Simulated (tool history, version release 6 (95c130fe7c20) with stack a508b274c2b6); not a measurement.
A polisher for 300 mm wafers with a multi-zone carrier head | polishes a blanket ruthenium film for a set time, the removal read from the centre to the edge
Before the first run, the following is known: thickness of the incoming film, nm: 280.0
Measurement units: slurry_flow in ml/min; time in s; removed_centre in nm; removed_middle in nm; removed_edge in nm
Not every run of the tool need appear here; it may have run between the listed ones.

run  hour  slurry_flow  centre_zone  middle_zone  edge_zone  time  removed_centre  removed_middle  removed_edge
  1   0.0          200         1.00         1.00       1.00    56          69.078          73.781        70.326
  2   5.8          200         0.92         1.00       1.00    56          64.729          71.701        70.164
  3  11.4          220         1.01         0.94       1.01    59          76.861          73.339        75.339
  4  17.7          220         1.01         0.94       1.06    59          74.444          73.939        77.201
     24.9  -- worn pad replaced by a new one
  5  24.9          235         1.06         0.92       1.06    61          94.536          84.824        90.552
  6  31.1          235         1.06         0.90       1.03    61          92.509          82.166        88.652

What will run 7 give?
  7  34.4          240         1.07         0.88       0.99    60               ?               ?             ?

{"run 7": {"removed_centre": 91.445, "removed_middle": 78.712, "removed_edge": 84.135}}
